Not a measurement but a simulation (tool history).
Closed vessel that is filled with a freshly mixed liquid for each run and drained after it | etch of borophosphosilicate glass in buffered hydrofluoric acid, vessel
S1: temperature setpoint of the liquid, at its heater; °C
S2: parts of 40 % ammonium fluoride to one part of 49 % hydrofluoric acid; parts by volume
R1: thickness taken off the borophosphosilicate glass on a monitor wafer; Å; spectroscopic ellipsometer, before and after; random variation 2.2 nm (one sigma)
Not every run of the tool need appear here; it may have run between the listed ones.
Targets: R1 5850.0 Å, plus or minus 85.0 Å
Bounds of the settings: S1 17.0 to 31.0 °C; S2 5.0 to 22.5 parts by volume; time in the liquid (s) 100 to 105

run 1 hour=0.0 | S1=23.0 S2=13.5 time_in_the_liquid_(s)=100 | R1=2252.0
run 2 hour=1.8 | S1=23.0 S2=13.5 time_in_the_liquid_(s)=100 | R1=2245.0
run 3 hour=8.4 | S1=23.0 S2=16.0 time_in_the_liquid_(s)=100 | R1=1897.5
run 4 hour=11.9 | S1=23.0 S2=12.5 time_in_the_liquid_(s)=100 | R1=2430.2
run 5 hour=14.0 | S1=25.0 S2=11.0 time_in_the_liquid_(s)=100 | R1=3052.8
run 6 hour=21.3 | S1=22.0 S2=11.0 time_in_the_liquid_(s)=100 | R1=2615.9
run 7 hour=25.5 | S1=24.0 S2=10.0 time_in_the_liquid_(s)=100 | R1=3168.4
run 8 hour=32.0 | S1=25.5 S2=9.5 time_in_the_liquid_(s)=100 | R1=3550.1
run 9 hour=34.9 | S1=29.5 S2=6.0 time_in_the_liquid_(s)=100 | R1=6862.3
run 10 hour=40.2 | S1=29.0 S2=6.0 time_in_the_liquid_(s)=100 | R1=6712.5
run 11 hour=45.8 | S1=28.5 S2=6.0 time_in_the_liquid_(s)=100 | R1=6498.6
run 12 hour=51.5 | S1=28.0 S2=6.0 time_in_the_liquid_(s)=100 | R1=6339.4
run 13 hour=58.2 | S1=28.0 S2=6.0 time_in_the_liquid_(s)=100 | R1=6381.4
run 14 hour=59.1 | S1=27.5 S2=6.0 time_in_the_liquid_(s)=100 | R1=6196.4
run 15 hour=64.5 | S1=27.0 S2=6.0 time_in_the_liquid_(s)=100 | R1=6070.5
run 16 hour=71.8 | S1=26.0 S2=6.0 time_in_the_liquid_(s)=100 | R1=5729.5

Which one of the following 4 next-run settings gets every result inside its allowed miss? There is exactly one.
run A hour=79.1 | S1=25.5 S2=6.0 time_in_the_liquid_(s)=105 | R1=?
run B hour=79.1 | S1=26.0 S2=6.5 time_in_the_liquid_(s)=105 | R1=?
run C hour=79.1 | S1=27.0 S2=6.5 time_in_the_liquid_(s)=100 | R1=?
run D hour=79.1 | S1=25.5 S2=6.0 time_in_the_liquid_(s)=100 | R1=?

move=A R1=5814.5
move=B R1=5563.2
move=C R1=5585.9
move=D R1=5537.7
A: hits every target within its allowed miss
B: further off than the last run
C: further off than the last run
D: further off than the last run
Correct choice: A, which meets every target
